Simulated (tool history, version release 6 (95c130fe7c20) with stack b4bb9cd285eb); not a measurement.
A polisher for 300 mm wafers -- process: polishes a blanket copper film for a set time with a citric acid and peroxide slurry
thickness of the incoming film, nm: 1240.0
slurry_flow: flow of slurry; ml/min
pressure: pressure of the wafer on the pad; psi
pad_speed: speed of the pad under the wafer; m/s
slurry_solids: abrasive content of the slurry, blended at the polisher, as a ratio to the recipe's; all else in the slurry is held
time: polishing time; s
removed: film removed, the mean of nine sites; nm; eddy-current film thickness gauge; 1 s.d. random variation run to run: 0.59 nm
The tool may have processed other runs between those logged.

run  hour  slurry_flow  pressure  pad_speed  slurry_solids  time  removed
  1   0.0          265       2.4       0.82           1.00    28   36.863
  2   8.0          265       2.6       0.82           1.00    28   40.350
  3  13.2          265       2.6       0.82           1.15    28   41.752
  4  19.0          265       2.7       0.82           1.15    28   42.046
  5  21.2          265       2.7       0.68           1.15    28   35.080
  6  21.9          265       2.9       0.68           1.15    28   36.965

For run 7, what comes out?
  7  23.7          265       3.1       0.68           1.15    28        ?

{"run 7": {"removed": 40.116}}
